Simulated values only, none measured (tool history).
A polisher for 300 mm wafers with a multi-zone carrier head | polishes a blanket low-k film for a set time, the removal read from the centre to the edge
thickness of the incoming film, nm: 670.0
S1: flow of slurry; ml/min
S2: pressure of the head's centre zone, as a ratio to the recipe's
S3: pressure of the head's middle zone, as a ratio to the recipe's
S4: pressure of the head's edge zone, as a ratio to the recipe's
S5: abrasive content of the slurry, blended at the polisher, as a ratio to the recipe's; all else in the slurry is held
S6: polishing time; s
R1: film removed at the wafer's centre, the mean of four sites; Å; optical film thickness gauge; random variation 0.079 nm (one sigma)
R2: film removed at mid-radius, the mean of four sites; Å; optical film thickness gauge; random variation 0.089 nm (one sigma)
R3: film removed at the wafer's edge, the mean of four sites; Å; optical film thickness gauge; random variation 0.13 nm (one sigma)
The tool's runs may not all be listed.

| run | hour | S1 | S2 | S3 | S4 | S5 | S6 | R1 | R2 | R3 |
|---|---|---|---|---|---|---|---|---|---|---|
| 1 | 0 | 200 | 1 | 1 | 1 | 1 | 47 | 120.9 | 123.56 | 130.56 |
| 2 | 6.9 | 200 | 1 | 0.99 | 0.98 | 0.95 | 46 | 116.37 | 116.54 | 122.96 |
| 3 | 12.3 | 200 | 1 | 0.99 | 0.96 | 0.9 | 46 | 113.9 | 114.73 | 118.7 |
| 4 | 18.9 | 200 | 1 | 0.98 | 0.94 | 0.85 | 46 | 110.05 | 109.53 | 116.14 |
| 5 | 25.6 | 200 | 1 | 0.98 | 0.89 | 0.85 | 46 | 109.71 | 111.04 | 113.34 |
| 6 | 30.2 | 200 | 1 | 0.98 | 0.97 | 0.85 | 46 | 110.56 | 109.19 | 113.78 |
| 7 | 31.6 | 200 | 1 | 0.98 | 0.97 | 0.85 | 46 | 109.75 | 110.63 | 118.12 |
| 8 | 36.9 | 200 | 1.01 | 0.98 | 0.95 | 0.8 | 46 | 108.67 | 106.9 | 111.43 |

Run 9 comes next. What will it give?
| 9 | 38.9 | 200 | 1.01 | 0.98 | 0.94 | 0.75 | 46 | ? | ? | ? |

R1: 103.63 Å
R2: 103.43 Å
R3: 107.49 Å

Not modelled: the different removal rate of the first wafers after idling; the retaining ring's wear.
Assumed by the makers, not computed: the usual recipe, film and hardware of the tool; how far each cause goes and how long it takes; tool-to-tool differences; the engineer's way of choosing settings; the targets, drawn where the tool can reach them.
